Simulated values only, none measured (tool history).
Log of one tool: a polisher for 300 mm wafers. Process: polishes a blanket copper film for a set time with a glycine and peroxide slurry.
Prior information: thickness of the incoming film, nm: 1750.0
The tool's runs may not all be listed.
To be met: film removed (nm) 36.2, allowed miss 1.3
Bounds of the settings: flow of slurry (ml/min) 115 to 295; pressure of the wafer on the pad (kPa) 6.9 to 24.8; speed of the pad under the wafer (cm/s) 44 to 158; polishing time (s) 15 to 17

run	hour	flow of slurry (ml/min)	pressure of the wafer on the pad (kPa)	speed of the pad under the wafer (cm/s)	polishing time (s)	film removed (nm)
1	0	190	15.9	100	17	64.472
2	8.4	190	13.1	96	17	53.912
3	10.6	210	13.1	96	17	54.817
4	18.7	210	15.2	96	17	61.085
5	26.6	205	12.4	92	17	51.991
6	31.4	200	10.3	88	17	46.036
7	38.8	200	9	84	17	41.444
8	47.7	195	8.3	82	17	37.985
9	49.3	190	8.3	82	17	38.323
10	58	185	8.3	82	17	38.172
11	59.2	180	8.3	82	17	38.298
12	62	175	8.3	82	17	37.717
13	67.3	170	8.3	82	17	37.799
14	76.2	165	8.3	82	17	38.208

Which of these 5 next moves meets every target?
A	85.1	115	9.7	84	17	?
B	85.1	175	9	84	17	?
C	85.1	180	11.7	72	17	?
D	85.1	185	9.7	102	15	?
E	85.1	115	12.4	74	15	?

move	film removed (nm)
A	38.868
B	40.787
C	43.181
D	42.554
E	36.509
A: the biggest miss grows against the last run
B: the biggest miss grows against the last run
C: the biggest miss grows against the last run
D: the biggest miss grows against the last run
E: each result inside its tolerance
Go with E: it meets all targets.
